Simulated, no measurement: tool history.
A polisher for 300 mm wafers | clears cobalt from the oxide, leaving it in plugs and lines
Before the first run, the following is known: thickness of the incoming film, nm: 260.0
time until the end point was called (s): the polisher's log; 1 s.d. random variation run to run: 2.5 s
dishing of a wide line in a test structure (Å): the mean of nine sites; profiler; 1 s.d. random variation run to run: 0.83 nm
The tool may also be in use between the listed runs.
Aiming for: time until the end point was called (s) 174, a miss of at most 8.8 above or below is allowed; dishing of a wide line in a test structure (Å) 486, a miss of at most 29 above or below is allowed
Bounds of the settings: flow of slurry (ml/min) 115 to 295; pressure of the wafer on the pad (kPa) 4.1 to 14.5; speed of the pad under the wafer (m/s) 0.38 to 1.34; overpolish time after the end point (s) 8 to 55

run	hour	flow of slurry (ml/min)	pressure of the wafer on the pad (kPa)	speed of the pad under the wafer (m/s)	overpolish time after the end point (s)	time until the end point was called (s)	dishing of a wide line in a test structure (Å)
1	0	190	9	0.86	28	86.033	534.95
2	2.5	190	7.6	0.82	32	107.65	507.98
3	3.5	190	7.6	0.82	38	105.95	549.03
4	11.3	190	9.7	0.82	38	83.985	599.79
5	20.3	190	8.3	0.8	40	99.469	593.81
6	26.7	190	10.3	0.8	40	77.569	617.49
7	29.8	190	9	0.78	40	94.539	613.96
8	37.2	190	7.6	0.78	39	110.86	551.94
9	39.5	190	6.9	0.76	40	122.37	517.71
10	45.6	190	6.2	0.76	42	135.23	510.87
11	47.2	190	5.5	0.76	44	151.1	482.97
12	49.5	190	5.5	0.76	46	155.74	508.75

Exercise: of the 4 proposed moves below, exactly one satisfies all targets within the stated allowed misses. Which move is it?
A	51.8	200	6.2	0.78	36	?	?
B	51.8	210	4.8	0.76	48	?	?
C	51.8	210	7.6	0.54	47	?	?
D	51.8	180	5.5	0.84	50	?	?

move	time until the end point was called (s)	dishing of a wide line in a test structure (Å)
A	130.55	471.2
B	168.88	482.31
C	152.2	504.01
D	138.17	545.4
A: the biggest miss grows against the last run
B: every result within its allowed miss
C: the biggest miss grows against the last run
D: the biggest miss grows against the last run
The move that meets every target is B.
